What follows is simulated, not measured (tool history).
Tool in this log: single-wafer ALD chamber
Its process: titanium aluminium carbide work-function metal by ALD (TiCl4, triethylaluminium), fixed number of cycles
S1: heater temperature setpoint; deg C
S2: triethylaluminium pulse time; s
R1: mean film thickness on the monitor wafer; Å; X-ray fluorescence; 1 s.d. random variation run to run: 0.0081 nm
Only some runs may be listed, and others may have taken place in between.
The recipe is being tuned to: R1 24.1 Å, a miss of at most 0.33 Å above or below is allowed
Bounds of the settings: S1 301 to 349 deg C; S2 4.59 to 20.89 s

run,day,S1,S2,R1
1,0,325,12.74,22.454
2,0.358,319,12.74,21.897
3,0.704,319,15.4,21.954
4,0.942,324,15.4,22.323
5,1.038,324,17.57,22.406
6,1.058,314,17.57,21.514
7,1.129,319,17.69,22.02
8,1.254,323,17.87,22.427
9,1.383,326,18.03,22.727
10,1.712,328,18.15,22.867
11,2.004,330,18.25,23.095
12,2.212,332,18.33,23.24
13,2.546,332,18.33,23.178
14,2.75,332,18.33,23.13
15,2.842,334,18.43,23.349
16,3.179,336,18.52,23.464
17,3.429,337,18.62,23.664

Exercise: of the 5 proposed moves below, exactly one satisfies all targets within the stated allowed misses. Which move is it?
A,3.679,331,17.57,?
B,3.679,341,19.22,?
C,3.679,349,20.89,?
D,3.679,331,19.6,?
E,3.679,336,18.06,?

move,R1
A,23.033
B,24.024
C,24.817
D,23.064
E,23.523
A: moves away from the targets compared with the last run
B: each result inside its tolerance
C: pushes the last run's worst result past its target
D: moves away from the targets compared with the last run
E: moves away from the targets compared with the last run
The move that meets every target is B.
